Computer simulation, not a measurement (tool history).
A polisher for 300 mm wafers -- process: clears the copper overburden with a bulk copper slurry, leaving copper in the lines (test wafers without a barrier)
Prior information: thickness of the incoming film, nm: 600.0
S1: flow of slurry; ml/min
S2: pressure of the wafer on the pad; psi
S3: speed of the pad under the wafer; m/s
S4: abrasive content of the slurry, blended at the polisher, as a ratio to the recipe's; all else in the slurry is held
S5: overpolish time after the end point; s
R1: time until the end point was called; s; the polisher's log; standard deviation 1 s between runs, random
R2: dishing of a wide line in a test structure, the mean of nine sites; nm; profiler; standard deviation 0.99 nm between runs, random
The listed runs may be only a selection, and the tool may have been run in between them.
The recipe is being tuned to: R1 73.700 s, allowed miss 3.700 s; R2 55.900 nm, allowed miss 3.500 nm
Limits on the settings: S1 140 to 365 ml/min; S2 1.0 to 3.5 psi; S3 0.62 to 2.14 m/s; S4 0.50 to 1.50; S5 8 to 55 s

Run 1, day 0.000: S1 235 ml/min, S2 2.2 psi, S3 1.38 m/s, S4 1.00, S5 28 s. Result: R1 60.471 s, R2 93.867 nm.
Run 2, day 0.212: S1 235 ml/min, S2 2.2 psi, S3 1.38 m/s, S4 1.00, S5 21 s. Result: R1 61.546 s, R2 81.292 nm.
Run 3, day 0.292: S1 235 ml/min, S2 2.2 psi, S3 1.38 m/s, S4 0.90, S5 21 s. Result: R1 62.534 s, R2 83.644 nm.
Run 4, day 0.329: S1 235 ml/min, S2 2.8 psi, S3 1.38 m/s, S4 0.90, S5 21 s. Result: R1 49.474 s, R2 100.040 nm.
Run 5, day 0.388: S1 235 ml/min, S2 2.4 psi, S3 1.42 m/s, S4 0.95, S5 17 s. Result: R1 55.750 s, R2 82.726 nm.
Run 6, day 0.738: S1 235 ml/min, S2 2.4 psi, S3 1.42 m/s, S4 0.95, S5 23 s. Result: R1 55.984 s, R2 92.094 nm.
Run 7, day 0.825: S1 240 ml/min, S2 2.1 psi, S3 1.44 m/s, S4 1.00, S5 18 s. Result: R1 61.639 s, R2 76.188 nm.
Run 8, day 0.992: S1 240 ml/min, S2 1.9 psi, S3 1.46 m/s, S4 1.00, S5 15 s. Result: R1 67.697 s, R2 62.882 nm.
Run 9, day 1.258: S1 240 ml/min, S2 1.8 psi, S3 1.46 m/s, S4 1.00, S5 15 s. Result: R1 71.492 s, R2 62.371 nm.
Run 10, day 1.342: S1 240 ml/min, S2 1.7 psi, S3 1.48 m/s, S4 1.00, S5 8 s. Result: R1 73.631 s, R2 39.573 nm.

Which one of the following 5 next-run settings gets every result inside its allowed miss? There is exactly one.
Run A, day 1.425: S1 235 ml/min, S2 1.5 psi, S3 1.64 m/s, S4 1.10, S5 17 s. Result: R1 ?, R2 ?.
Run B, day 1.425: S1 270 ml/min, S2 1.8 psi, S3 1.30 m/s, S4 0.75, S5 19 s. Result: R1 ?, R2 ?.
Run C, day 1.425: S1 230 ml/min, S2 1.4 psi, S3 1.50 m/s, S4 1.25, S5 21 s. Result: R1 ?, R2 ?.
Run D, day 1.425: S1 285 ml/min, S2 1.4 psi, S3 1.66 m/s, S4 1.25, S5 18 s. Result: R1 ?, R2 ?.
Run E, day 1.425: S1 295 ml/min, S2 1.6 psi, S3 1.46 m/s, S4 1.20, S5 14 s. Result: R1 ?, R2 ?.

move      R1      R2
   A  73.746  63.842
   B  79.907  67.046
   C  81.562  66.820
   D  73.806  64.979
   E  72.338  58.200
A: pushes the last run's worst result past its target
B: pushes the last run's worst result past its target
C: pushes the last run's worst result past its target
D: pushes the last run's worst result past its target
E: meets every target
Correct choice: E, which meets every target

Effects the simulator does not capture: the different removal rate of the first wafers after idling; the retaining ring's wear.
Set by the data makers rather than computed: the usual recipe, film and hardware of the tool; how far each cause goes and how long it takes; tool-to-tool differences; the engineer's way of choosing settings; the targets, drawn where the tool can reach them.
